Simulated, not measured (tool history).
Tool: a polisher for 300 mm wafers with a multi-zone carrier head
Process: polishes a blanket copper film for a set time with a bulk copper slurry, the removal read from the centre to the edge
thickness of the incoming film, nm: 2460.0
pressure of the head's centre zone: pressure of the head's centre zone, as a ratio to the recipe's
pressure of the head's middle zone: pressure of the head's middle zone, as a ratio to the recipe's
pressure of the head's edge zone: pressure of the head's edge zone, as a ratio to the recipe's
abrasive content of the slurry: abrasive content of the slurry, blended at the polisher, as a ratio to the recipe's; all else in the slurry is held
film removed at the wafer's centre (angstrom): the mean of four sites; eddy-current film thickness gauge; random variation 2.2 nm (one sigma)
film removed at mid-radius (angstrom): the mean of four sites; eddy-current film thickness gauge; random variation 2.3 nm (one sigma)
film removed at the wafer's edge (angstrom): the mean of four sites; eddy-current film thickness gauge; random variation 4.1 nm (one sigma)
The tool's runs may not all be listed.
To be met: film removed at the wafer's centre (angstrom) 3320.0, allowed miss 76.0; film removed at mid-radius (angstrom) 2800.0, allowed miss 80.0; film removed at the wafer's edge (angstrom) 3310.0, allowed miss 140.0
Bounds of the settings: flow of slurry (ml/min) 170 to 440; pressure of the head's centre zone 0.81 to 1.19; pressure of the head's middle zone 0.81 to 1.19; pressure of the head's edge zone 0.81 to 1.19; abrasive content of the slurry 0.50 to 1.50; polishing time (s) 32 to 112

run  hour  flow of slurry (ml/min)  pressure of the head's centre zone  pressure of the head's middle zone  pressure of the head's edge zone  abrasive content of the slurry  polishing time (s)  film removed at the wafer's centre (angstrom)  film removed at mid-radius (angstrom)  film removed at the wafer's edge (angstrom)
  1   0.0                      280                                1.00                                1.00                              1.00                            1.00                  72                                         4027.9                                 3964.6                                       3931.1
  2   5.2                      280                                1.00                                1.00                              1.04                            1.00                  72                                         4038.0                                 3984.0                                       3945.8
  3  12.3                      280                                1.06                                1.00                              1.04                            1.00                  72                                         4277.5                                 3927.8                                       3994.9
  4  17.0                      265                                1.04                                0.95                              1.04                            0.85                  71                                         3967.6                                 3602.1                                       3719.8
  5  21.8                      320                                1.04                                0.95                              1.04                            0.85                  71                                         4053.0                                 3638.0                                       3928.1
  6  29.2                      320                                1.04                                0.95                              1.08                            0.85                  71                                         4084.9                                 3597.3                                       3938.2
  7  32.0                      305                                1.02                                0.91                              1.08                            0.75                  70                                         3820.2                                 3333.4                                       3706.3
  8  36.6                      295                                1.00                                0.88                              1.09                            0.70                  70                                         3634.2                                 3216.6                                       3752.5
  9  44.3                      280                                1.01                                0.86                              1.08                            0.65                  69                                         3593.0                                 3019.1                                       3546.7
 10  46.2                      260                                1.00                                0.85                              1.07                            0.65                  69                                         3482.6                                 2936.2                                       3526.0

Which of these 5 next moves meets every target?
  A  48.1                      195                                1.04                                0.99                              0.90                            0.55                  69                                              ?                                      ?                                            ?
  B  48.1                      245                                0.98                                0.84                              1.07                            0.80                  68                                              ?                                      ?                                            ?
  C  48.1                      215                                0.98                                0.90                              1.09                            0.50                  73                                              ?                                      ?                                            ?
  D  48.1                      235                                0.95                                0.91                              1.05                            0.70                  69                                              ?                                      ?                                            ?
  E  48.1                      220                                0.98                                0.82                              0.98                            0.90                  64                                              ?                                      ?                                            ?

move  film removed at the wafer's centre (angstrom)  film removed at mid-radius (angstrom)  film removed at the wafer's edge (angstrom)
   A                                         3388.0                                 3140.1                                       3098.6
   B                                         3533.2                                 3025.2                                       3646.9
   C                                         3356.6                                 3046.9                                       3509.4
   D                                         3355.2                                 3167.5                                       3546.7
   E                                         3362.5                                 2828.0                                       3365.5
A: brings the result that was furthest off to its target, and leaves another outside
B: further off than the last run
C: brings the result that was furthest off to its target, and leaves another outside
D: brings the result that was furthest off to its target, and leaves another outside
E: meets every target
Move E is the one to make.
